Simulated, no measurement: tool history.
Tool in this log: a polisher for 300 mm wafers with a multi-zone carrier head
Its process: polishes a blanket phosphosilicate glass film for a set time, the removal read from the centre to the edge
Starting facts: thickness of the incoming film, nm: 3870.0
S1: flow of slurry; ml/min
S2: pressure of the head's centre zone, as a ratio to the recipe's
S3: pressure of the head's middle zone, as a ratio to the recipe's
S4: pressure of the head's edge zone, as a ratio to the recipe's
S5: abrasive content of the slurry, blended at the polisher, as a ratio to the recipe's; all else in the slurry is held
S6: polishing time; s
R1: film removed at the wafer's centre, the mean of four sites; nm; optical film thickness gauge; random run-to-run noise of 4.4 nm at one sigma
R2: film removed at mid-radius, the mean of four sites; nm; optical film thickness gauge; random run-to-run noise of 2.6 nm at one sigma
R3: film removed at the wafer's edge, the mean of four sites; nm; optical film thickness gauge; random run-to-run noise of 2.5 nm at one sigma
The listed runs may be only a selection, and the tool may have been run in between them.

run  hour   S1    S2    S3    S4    S5  S6      R1      R2      R3
  1   0.0  150  1.00  1.00  1.00  1.00  39  459.85  440.05  451.76
  2   5.8  150  1.05  1.00  1.00  1.00  39  485.95  435.71  443.72
  3  12.7  150  0.98  1.00  1.00  1.00  39  444.01  435.57  447.51
  4  14.8  150  0.98  1.00  1.05  1.00  39  440.84  434.61  457.73
  5  19.7  150  0.98  1.00  1.01  1.00  39  453.31  440.05  443.91
  6  28.2  150  0.98  1.00  1.01  1.15  39  482.77  478.48  474.96

Run 7 comes next. What will it give?
  7  35.8  135  0.95  1.00  0.91  0.90  35   ?   ?   ?

R1: 358.70 nm
R2: 361.11 nm
R3: 362.67 nm
